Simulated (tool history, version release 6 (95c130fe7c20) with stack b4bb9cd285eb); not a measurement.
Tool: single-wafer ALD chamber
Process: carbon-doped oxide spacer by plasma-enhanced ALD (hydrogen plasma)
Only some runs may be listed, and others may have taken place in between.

| run | hour | heater temperature setpoint (deg C) | number of ALD cycles (cycles) | mean film thickness on the monitor wafer (angstrom) |
|---|---|---|---|---|
| 1 | 0 | 405 | 437 | 218.44 |
| 2 | 4.6 | 407 | 401 | 199.22 |
| 3 | 6.8 | 398 | 401 | 202.82 |
| 4 | 11.5 | 403 | 401 | 201.29 |
| 5 | 17.1 | 403 | 366 | 182.67 |
| 6 | 20.5 | 404 | 351 | 175.48 |
| 7 | 26.6 | 405 | 340 | 169.42 |

Run 8 is up next; what results do you expect?
| 8 | 28.7 | 412 | 309 | ? |

{"run 8": {"mean film thickness on the monitor wafer (angstrom)": 150.97}}
